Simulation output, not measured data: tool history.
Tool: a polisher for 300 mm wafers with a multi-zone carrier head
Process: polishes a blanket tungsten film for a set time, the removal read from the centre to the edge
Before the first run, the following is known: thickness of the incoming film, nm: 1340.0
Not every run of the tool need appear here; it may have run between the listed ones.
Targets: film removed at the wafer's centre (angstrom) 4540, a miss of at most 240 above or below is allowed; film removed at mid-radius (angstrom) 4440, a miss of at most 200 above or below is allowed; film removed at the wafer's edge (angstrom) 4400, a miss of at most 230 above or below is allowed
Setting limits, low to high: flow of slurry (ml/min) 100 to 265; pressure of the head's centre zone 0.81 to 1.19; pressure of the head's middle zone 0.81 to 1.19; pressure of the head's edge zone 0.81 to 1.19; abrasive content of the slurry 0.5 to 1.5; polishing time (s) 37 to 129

run,hour,flow of slurry (ml/min),pressure of the head's centre zone,pressure of the head's middle zone,pressure of the head's edge zone,abrasive content of the slurry,polishing time (s),film removed at the wafer's centre (angstrom),film removed at mid-radius (angstrom),film removed at the wafer's edge (angstrom)
1,0,170,1,1,1,1,83,3473,3303.3,3381.5
2,6.7,170,1,1,1,1,63,2563.5,2482.5,2582.5
3,8.8,170,1,1,0.95,1,63,2596,2541.8,2513.1
4,9.8,180,1.01,1.03,0.99,1.15,72,3111,3036.6,3021.1
5,16,180,1.01,1.11,0.99,1.15,72,3063.6,3180.3,2995.2
6,17.5,190,1.02,1.11,1.02,1.25,78,3454.2,3618.6,3309.2
7,19.8,185,1.02,1.08,1.04,1.3,84,3667.7,3736.7,3663.8
8,20.9,190,1.04,1.08,1.06,1.35,87,3904.6,3915.9,3853.4
9,26.3,195,1.05,1.08,1.07,1.4,89,4023,4066.3,4054.8
10,30,200,1.07,1.08,1.07,1.45,90,4252.3,4075.2,4073.1
11,38.6,205,1.07,1.09,1.08,1.45,91,4349.3,4234,4134.4

Pick the move, out of 4, that brings all results within their allowed miss; only one does.
A,47.2,225,1.01,1.05,1.06,1.5,96,?,?,?
B,47.2,210,0.98,1.19,1.01,1.45,92,?,?,?
C,47.2,185,1.15,1.12,1.08,1.15,88,?,?,?
D,47.2,260,1.09,1.19,1,1.2,84,?,?,?

move,film removed at the wafer's centre (angstrom),film removed at mid-radius (angstrom),film removed at the wafer's edge (angstrom)
A,4442.2,4584.1,4488.6
B,4090.9,4792.9,4145.9
C,4174.3,4101,3870.3
D,4053.8,4348.8,3721
A: all results land within tolerance of their targets
B: moves away from the targets compared with the last run
C: moves away from the targets compared with the last run
D: moves away from the targets compared with the last run
Move A is the one to make.

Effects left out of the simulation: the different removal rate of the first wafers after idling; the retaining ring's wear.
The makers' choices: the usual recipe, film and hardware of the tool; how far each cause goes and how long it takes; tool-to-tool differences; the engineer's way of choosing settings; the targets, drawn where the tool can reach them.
